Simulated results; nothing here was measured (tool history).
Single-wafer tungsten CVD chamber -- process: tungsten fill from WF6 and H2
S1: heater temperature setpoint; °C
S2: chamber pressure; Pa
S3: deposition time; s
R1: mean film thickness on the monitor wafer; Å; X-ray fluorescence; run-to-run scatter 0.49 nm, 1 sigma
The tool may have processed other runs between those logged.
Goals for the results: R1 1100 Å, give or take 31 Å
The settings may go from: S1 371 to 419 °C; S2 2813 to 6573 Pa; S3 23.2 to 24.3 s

{"run": 1, "hour": 0.0, "S1": 395, "S2": 4693, "S3": 24.3, "R1": 727.95}
{"run": 2, "hour": 4.6, "S1": 395, "S2": 5013, "S3": 24.3, "R1": 760.68}
{"run": 3, "hour": 11.0, "S1": 395, "S2": 5400, "S3": 24.3, "R1": 802.38}
{"run": 4, "hour": 12.5, "S1": 395, "S2": 6119, "S3": 24.3, "R1": 863.49}
{"run": 5, "hour": 20.8, "S1": 398, "S2": 6146, "S3": 24.3, "R1": 911.24}
{"run": 6, "hour": 22.2, "S1": 398, "S2": 6573, "S3": 24.3, "R1": 954.47}
{"run": 7, "hour": 28.1, "S1": 398, "S2": 6573, "S3": 24.3, "R1": 945.2}
{"run": 8, "hour": 31.7, "S1": 400, "S2": 6573, "S3": 24.3, "R1": 984.03}
{"run": 9, "hour": 37.6, "S1": 402, "S2": 6573, "S3": 24.3, "R1": 1011.1}
{"run": 10, "hour": 43.2, "S1": 403, "S2": 6573, "S3": 24.3, "R1": 1030.1}
{"run": 11, "hour": 45.6, "S1": 404, "S2": 6573, "S3": 24.3, "R1": 1045.2}
{"run": 12, "hour": 49.9, "S1": 405, "S2": 6573, "S3": 24.3, "R1": 1055.9}

Exercise: of the 4 proposed moves below, exactly one satisfies all targets within the stated allowed misses. Which move is it?
{"run": "A", "hour": 54.2, "S1": 409, "S2": 6319, "S3": 24.1, "R1": "?"}
{"run": "B", "hour": 54.2, "S1": 405, "S2": 6439, "S3": 23.2, "R1": "?"}
{"run": "C", "hour": 54.2, "S1": 411, "S2": 6453, "S3": 24.3, "R1": "?"}
{"run": "D", "hour": 54.2, "S1": 402, "S2": 6573, "S3": 24.3, "R1": "?"}

move=A R1=1098.4
move=B R1=1004.8
move=C R1=1156.1
move=D R1=1016.6
A: each result inside its tolerance
B: further off than the last run
C: takes the biggest miss from the last run beyond its target
D: further off than the last run
A is the move that brings every result within its allowed miss.
